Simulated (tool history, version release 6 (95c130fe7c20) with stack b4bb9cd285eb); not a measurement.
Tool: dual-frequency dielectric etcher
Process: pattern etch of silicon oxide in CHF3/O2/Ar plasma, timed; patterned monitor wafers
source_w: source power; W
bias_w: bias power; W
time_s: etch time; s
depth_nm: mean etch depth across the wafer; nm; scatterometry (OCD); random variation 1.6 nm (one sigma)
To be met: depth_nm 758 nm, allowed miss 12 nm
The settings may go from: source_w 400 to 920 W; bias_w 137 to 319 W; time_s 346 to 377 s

{"run": 1, "hour": 0.0, "source_w": 660, "bias_w": 228, "time_s": 377, "depth_nm": 835.65}
{"run": 2, "hour": 7.4, "source_w": 660, "bias_w": 255, "time_s": 377, "depth_nm": 866.49}
{"run": 3, "hour": 9.4, "source_w": 630, "bias_w": 253, "time_s": 377, "depth_nm": 848.99}
{"run": 4, "hour": 14.1, "source_w": 630, "bias_w": 278, "time_s": 377, "depth_nm": 877.89}
{"run": 5, "hour": 15.5, "source_w": 600, "bias_w": 275, "time_s": 376.5, "depth_nm": 857.18}
{"run": 6, "hour": 19.7, "source_w": 570, "bias_w": 274, "time_s": 376.5, "depth_nm": 840.44}
{"run": 7, "hour": 22.6, "source_w": 550, "bias_w": 273, "time_s": 376.5, "depth_nm": 826.4}
{"run": 8, "hour": 28.0, "source_w": 530, "bias_w": 272, "time_s": 376.5, "depth_nm": 809.71}
{"run": 9, "hour": 31.5, "source_w": 520, "bias_w": 271, "time_s": 376.5, "depth_nm": 805.07}
{"run": 10, "hour": 39.5, "source_w": 410, "bias_w": 265, "time_s": 376, "depth_nm": 723.8}
{"run": 11, "hour": 48.3, "source_w": 420, "bias_w": 265, "time_s": 376, "depth_nm": 728.91}
{"run": 12, "hour": 57.4, "source_w": 430, "bias_w": 265, "time_s": 376, "depth_nm": 739.37}

5 next moves are on the table. One of them brings every result within its allowed miss. Which?
{"run": "A", "hour": 66.5, "source_w": 610, "bias_w": 267, "time_s": 350.5, "depth_nm": "?"}
{"run": "B", "hour": 66.5, "source_w": 530, "bias_w": 262, "time_s": 354.5, "depth_nm": "?"}
{"run": "C", "hour": 66.5, "source_w": 400, "bias_w": 259, "time_s": 377, "depth_nm": "?"}
{"run": "D", "hour": 66.5, "source_w": 430, "bias_w": 287, "time_s": 358, "depth_nm": "?"}
{"run": "E", "hour": 66.5, "source_w": 470, "bias_w": 289, "time_s": 377, "depth_nm": "?"}

move=A depth_nm=796.05
move=B depth_nm=755.55
move=C depth_nm=712.83
move=D depth_nm=724.15
move=E depth_nm=792.87
A: takes the result that was furthest off past its target
B: meets every target
C: further off than the last run
D: further off than the last run
E: takes the result that was furthest off past its target
The right move is B.

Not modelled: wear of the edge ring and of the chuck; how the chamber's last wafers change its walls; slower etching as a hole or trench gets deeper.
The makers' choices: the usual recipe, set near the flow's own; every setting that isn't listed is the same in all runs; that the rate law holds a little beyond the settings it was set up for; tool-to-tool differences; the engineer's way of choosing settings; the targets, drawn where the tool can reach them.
